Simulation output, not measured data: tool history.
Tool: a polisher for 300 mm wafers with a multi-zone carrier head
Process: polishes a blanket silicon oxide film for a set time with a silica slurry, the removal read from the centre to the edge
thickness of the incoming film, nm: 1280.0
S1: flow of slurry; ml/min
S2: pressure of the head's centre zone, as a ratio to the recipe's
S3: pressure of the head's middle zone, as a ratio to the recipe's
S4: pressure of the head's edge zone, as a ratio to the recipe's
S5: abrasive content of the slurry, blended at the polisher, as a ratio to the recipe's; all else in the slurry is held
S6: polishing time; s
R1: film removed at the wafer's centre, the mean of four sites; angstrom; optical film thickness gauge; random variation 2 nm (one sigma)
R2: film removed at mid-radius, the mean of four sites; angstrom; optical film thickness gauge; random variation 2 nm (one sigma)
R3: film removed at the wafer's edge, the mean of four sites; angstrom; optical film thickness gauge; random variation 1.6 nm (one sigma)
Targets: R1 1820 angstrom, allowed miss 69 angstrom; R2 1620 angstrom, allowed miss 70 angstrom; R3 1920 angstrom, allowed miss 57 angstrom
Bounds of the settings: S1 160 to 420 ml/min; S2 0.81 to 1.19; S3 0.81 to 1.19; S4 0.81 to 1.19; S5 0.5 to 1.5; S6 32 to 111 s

{"run": 1, "day": 0.0, "S1": 270, "S2": 1, "S3": 1, "S4": 1, "S5": 1, "S6": 71, "R1": 3203.4, "R2": 3101.1, "R3": 3224}
{"run": 2, "day": 0.058, "S1": 265, "S2": 0.99, "S3": 0.97, "S4": 0.99, "S5": 0.9, "S6": 67, "R1": 2834.3, "R2": 2743.6, "R3": 2850.3}
{"run": 3, "day": 0.233, "S1": 320, "S2": 0.99, "S3": 0.97, "S4": 0.99, "S5": 0.9, "S6": 67, "R1": 2917.2, "R2": 2810.8, "R3": 2925.5}
{"run": 4, "day": 0.396, "S1": 370, "S2": 0.99, "S3": 0.97, "S4": 0.99, "S5": 0.9, "S6": 67, "R1": 2882.9, "R2": 2860.9, "R3": 2911.6}
{"run": 5, "day": 0.475, "S1": 370, "S2": 0.99, "S3": 0.93, "S4": 0.99, "S5": 0.9, "S6": 67, "R1": 2953.5, "R2": 2692.8, "R3": 2932.3}
{"run": 6, "day": 0.638, "S1": 370, "S2": 1.02, "S3": 0.93, "S4": 0.99, "S5": 0.9, "S6": 67, "R1": 3025.1, "R2": 2743.9, "R3": 2933.1}
{"run": 7, "day": 0.9, "S1": 365, "S2": 0.99, "S3": 0.91, "S4": 0.98, "S5": 0.8, "S6": 64, "R1": 2691.3, "R2": 2480, "R3": 2698.6}
{"run": 8, "day": 1.012, "S1": 360, "S2": 0.98, "S3": 0.89, "S4": 0.98, "S5": 0.75, "S6": 61, "R1": 2451.6, "R2": 2242.7, "R3": 2456.3}
{"run": 9, "day": 1.192, "S1": 350, "S2": 0.97, "S3": 0.87, "S4": 0.99, "S5": 0.7, "S6": 60, "R1": 2320.2, "R2": 2067.2, "R3": 2339.4}
{"run": 10, "day": 1.417, "S1": 275, "S2": 0.87, "S3": 0.81, "S4": 0.91, "S5": 0.5, "S6": 59, "R1": 1771.9, "R2": 1653.7, "R3": 1912.9}
{"run": 11, "day": 1.692, "S1": 275, "S2": 0.88, "S3": 0.81, "S4": 0.92, "S5": 0.5, "S6": 59, "R1": 1733.8, "R2": 1627.8, "R3": 1898.8}

Which of these 5 next moves meets every target?
{"run": "A", "day": 1.967, "S1": 265, "S2": 0.83, "S3": 0.88, "S4": 0.96, "S5": 0.5, "S6": 58, "R1": "?", "R2": "?", "R3": "?"}
{"run": "B", "day": 1.967, "S1": 275, "S2": 0.85, "S3": 0.82, "S4": 0.93, "S5": 0.5, "S6": 58, "R1": "?", "R2": "?", "R3": "?"}
{"run": "C", "day": 1.967, "S1": 250, "S2": 0.92, "S3": 0.81, "S4": 0.92, "S5": 0.6, "S6": 55, "R1": "?", "R2": "?", "R3": "?"}
{"run": "D", "day": 1.967, "S1": 320, "S2": 0.82, "S3": 0.86, "S4": 0.97, "S5": 0.55, "S6": 53, "R1": "?", "R2": "?", "R3": "?"}
{"run": "E", "day": 1.967, "S1": 195, "S2": 0.84, "S3": 0.81, "S4": 0.84, "S5": 0.5, "S6": 63, "R1": "?", "R2": "?", "R3": "?"}

move=A R1=1599.8 R2=1704.1 R3=1940.9
move=B R1=1646 R2=1615 R3=1923.3
move=C R1=1805.3 R2=1620.7 R3=1947.2
move=D R1=1539.4 R2=1625.4 R3=1886.3
move=E R1=1672 R2=1653.5 R3=1932.6
A: further off than the last run
B: further off than the last run
C: meets every target
D: further off than the last run
E: further off than the last run
The right move is C.

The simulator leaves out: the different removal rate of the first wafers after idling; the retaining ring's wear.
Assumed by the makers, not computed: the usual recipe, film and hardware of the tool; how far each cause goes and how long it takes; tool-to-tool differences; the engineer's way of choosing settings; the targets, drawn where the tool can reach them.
